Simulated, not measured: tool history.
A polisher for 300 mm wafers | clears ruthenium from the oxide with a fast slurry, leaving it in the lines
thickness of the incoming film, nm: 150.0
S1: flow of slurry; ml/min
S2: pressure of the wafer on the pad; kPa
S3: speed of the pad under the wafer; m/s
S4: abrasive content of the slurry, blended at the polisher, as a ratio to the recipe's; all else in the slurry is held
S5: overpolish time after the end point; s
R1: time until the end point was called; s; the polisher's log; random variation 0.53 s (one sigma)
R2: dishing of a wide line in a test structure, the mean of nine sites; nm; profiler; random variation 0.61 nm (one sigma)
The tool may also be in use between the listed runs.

run,day,S1,S2,S3,S4,S5,R1,R2
1,0,180,19.3,1.22,1,30,36.507,82.53
2,0.254,180,16.5,1.22,1,30,40.956,74.201
3,0.479,180,16.5,1.22,0.85,30,46.528,64.987
4,0.833,180,16.5,1.02,0.85,30,52.618,60.933
5,0.954,180,13.8,1.02,0.85,30,63.494,52.034
6,1.162,180,13.8,1.02,0.85,36,65.038,61.769
7,1.538,160,14.5,1.22,0.75,28,58.834,55.019
8,1.717,195,15.2,1.16,0.8,22,53.681,45.923
9,1.85,195,15.2,1.16,0.8,22,54.837,46.456
10,2.112,220,17.2,1.18,0.7,18,51.198,38.07
11,2.25,240,19.3,1.16,0.65,15,48.092,36.705

Run 12 comes next. What will it give?
# day 2.321: slurry blender recalibrated
12,2.321,255,20,1.2,0.6,13,?,?

{"run 12": {"R1": 36.851, "R2": 39.273}}

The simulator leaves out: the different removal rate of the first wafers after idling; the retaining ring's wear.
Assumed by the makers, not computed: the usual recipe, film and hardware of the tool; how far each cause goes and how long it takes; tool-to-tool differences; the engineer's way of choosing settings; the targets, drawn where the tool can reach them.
